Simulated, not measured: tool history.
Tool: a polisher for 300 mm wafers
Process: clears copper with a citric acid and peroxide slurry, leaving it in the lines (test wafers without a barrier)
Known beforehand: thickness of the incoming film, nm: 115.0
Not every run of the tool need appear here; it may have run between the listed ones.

run  hour  flow of slurry (ml/min)  pressure of the wafer on the pad (kPa)  speed of the pad under the wafer (m/s)  abrasive content of the slurry  overpolish time after the end point (s)  time until the end point was called (s)  dishing of a wide line in a test structure (Å)
  1     0                      320                                    16.5                                    0.92                               1                                       28                                   87.732                                          345.35
  2     1                      320                                    16.5                                    0.92                            1.15                                       28                                   85.305                                          350.01
  3   9.4                      320                                    16.5                                    0.92                            1.15                                       23                                   84.564                                          300.38
  4  11.2                      320                                    13.8                                    0.92                            1.15                                       23                                   100.65                                          246.47
  5  14.2                      320                                    12.4                                    0.92                            1.15                                       23                                   109.29                                          227.73
  6  15.6                      320                                      11                                    0.92                            1.15                                       23                                   121.65                                          200.78
  7  19.9                      320                                    10.3                                    0.92                            1.15                                       24                                   128.71                                          203.55

Run 8, settings as shown, results not yet in. Your forecast:
  8  23.2                      320                                       9                                    0.92                            1.15                                       22                                        ?                                               ?

time until the end point was called (s): 147.45
dishing of a wide line in a test structure (Å): 165.17
